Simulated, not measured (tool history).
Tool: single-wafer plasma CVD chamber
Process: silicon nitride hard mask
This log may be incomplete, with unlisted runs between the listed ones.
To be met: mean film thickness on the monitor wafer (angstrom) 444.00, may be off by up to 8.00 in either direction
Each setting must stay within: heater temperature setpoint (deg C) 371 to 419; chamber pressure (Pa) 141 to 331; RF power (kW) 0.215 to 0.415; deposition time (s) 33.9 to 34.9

| run | day | heater temperature setpoint (deg C) | chamber pressure (Pa) | RF power (kW) | deposition time (s) | mean film thickness on the monitor wafer (angstrom) |
|---|---|---|---|---|---|---|
| 1 | 0.000 | 395 | 236 | 0.315 | 33.9 | 395.73 |
| 2 | 0.125 | 395 | 236 | 0.345 | 33.9 | 424.81 |
| 3 | 0.150 | 395 | 243 | 0.345 | 33.9 | 425.96 |
| 4 | 0.300 | 395 | 243 | 0.325 | 33.9 | 407.53 |
| 5 | 0.450 | 395 | 255 | 0.330 | 33.9 | 418.80 |
| 6 | 0.746 | 395 | 263 | 0.330 | 33.9 | 422.39 |
| 7 | 0.908 | 395 | 269 | 0.330 | 33.9 | 425.58 |
| 8 | 0.929 | 395 | 275 | 0.330 | 33.9 | 425.31 |
| 9 | 1.129 | 395 | 281 | 0.330 | 33.9 | 428.51 |
| 10 | 1.154 | 395 | 287 | 0.330 | 33.9 | 430.93 |
| 11 | 1.254 | 395 | 291 | 0.330 | 33.9 | 431.27 |

Which single option among these 4 for the next run brings every result within its allowed miss of target? Just one does.
| A | 1.354 | 398 | 288 | 0.335 | 34.5 | ? |
| B | 1.354 | 395 | 263 | 0.320 | 34.3 | ? |
| C | 1.354 | 397 | 265 | 0.315 | 34.2 | ? |
| D | 1.354 | 384 | 324 | 0.305 | 34.2 | ? |

| move | mean film thickness on the monitor wafer (angstrom) |
|---|---|
| A | 443.78 |
| B | 417.37 |
| C | 411.80 |
| D | 424.80 |
A: in spec on every target
B: the biggest miss grows against the last run
C: the biggest miss grows against the last run
D: the biggest miss grows against the last run
The right move is A.
